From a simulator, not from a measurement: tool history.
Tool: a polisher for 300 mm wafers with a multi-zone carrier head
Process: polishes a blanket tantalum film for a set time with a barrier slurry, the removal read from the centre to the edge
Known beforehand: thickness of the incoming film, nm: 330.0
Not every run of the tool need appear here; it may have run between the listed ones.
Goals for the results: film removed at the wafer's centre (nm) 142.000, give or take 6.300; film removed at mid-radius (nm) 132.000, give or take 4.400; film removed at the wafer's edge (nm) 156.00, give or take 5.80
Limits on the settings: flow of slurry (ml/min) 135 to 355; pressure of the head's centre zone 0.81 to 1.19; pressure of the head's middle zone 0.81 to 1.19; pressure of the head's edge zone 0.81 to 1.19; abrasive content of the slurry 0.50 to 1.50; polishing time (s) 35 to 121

| run | hour | flow of slurry (ml/min) | pressure of the head's centre zone | pressure of the head's middle zone | pressure of the head's edge zone | abrasive content of the slurry | polishing time (s) | film removed at the wafer's centre (nm) | film removed at mid-radius (nm) | film removed at the wafer's edge (nm) |
|---|---|---|---|---|---|---|---|---|---|---|
| 1 | 0.0 | 225 | 1.00 | 1.00 | 1.00 | 1.00 | 78 | 117.770 | 119.010 | 116.67 |
| 2 | 1.0 | 195 | 1.00 | 1.00 | 1.00 | 1.00 | 78 | 113.700 | 115.680 | 115.61 |
| 3 | 8.4 | 160 | 1.00 | 1.00 | 1.00 | 1.00 | 78 | 108.420 | 114.570 | 115.30 |
| 4 | 13.0 | 160 | 1.00 | 0.95 | 1.00 | 1.00 | 78 | 110.440 | 109.110 | 114.61 |
| 5 | 15.0 | 155 | 1.01 | 0.94 | 1.05 | 1.15 | 80 | 118.570 | 113.790 | 124.04 |
| 6 | 20.8 | 155 | 1.01 | 0.94 | 1.05 | 1.15 | 66 | 97.375 | 94.274 | 101.04 |
| 7 | 28.2 | 150 | 1.01 | 0.93 | 1.08 | 1.25 | 74 | 109.460 | 108.640 | 116.95 |
| 8 | 33.7 | 145 | 1.02 | 0.90 | 1.11 | 1.35 | 79 | 121.590 | 111.250 | 129.24 |
| 9 | 34.8 | 160 | 1.02 | 0.91 | 1.14 | 1.40 | 82 | 128.460 | 121.050 | 137.52 |
| 10 | 43.4 | 165 | 1.02 | 0.90 | 1.16 | 1.45 | 84 | 132.630 | 123.900 | 144.97 |
| 11 | 45.3 | 175 | 1.02 | 0.90 | 1.17 | 1.45 | 85 | 135.980 | 123.030 | 150.93 |
| 12 | 48.6 | 180 | 1.02 | 0.92 | 1.17 | 1.45 | 85 | 134.780 | 128.010 | 148.28 |

Which one of the following 4 next-run settings gets every result inside its allowed miss? There is exactly one.
| A | 51.9 | 215 | 0.95 | 0.92 | 1.18 | 1.50 | 93 | ? | ? | ? |
| B | 51.9 | 165 | 1.02 | 0.90 | 1.15 | 1.45 | 99 | ? | ? | ? |
| C | 51.9 | 160 | 1.00 | 0.89 | 1.19 | 1.50 | 98 | ? | ? | ? |
| D | 51.9 | 240 | 0.98 | 0.88 | 1.11 | 1.50 | 88 | ? | ? | ? |

| move | film removed at the wafer's centre (nm) | film removed at mid-radius (nm) | film removed at the wafer's edge (nm) |
|---|---|---|---|
| A | 142.450 | 146.330 | 164.60 |
| B | 155.900 | 147.350 | 167.97 |
| C | 151.800 | 144.970 | 169.98 |
| D | 140.610 | 134.950 | 152.28 |
A: takes the result that was furthest off past its target
B: takes the result that was furthest off past its target
C: takes the result that was furthest off past its target
D: hits every target within its allowed miss
Move D is the one to make.

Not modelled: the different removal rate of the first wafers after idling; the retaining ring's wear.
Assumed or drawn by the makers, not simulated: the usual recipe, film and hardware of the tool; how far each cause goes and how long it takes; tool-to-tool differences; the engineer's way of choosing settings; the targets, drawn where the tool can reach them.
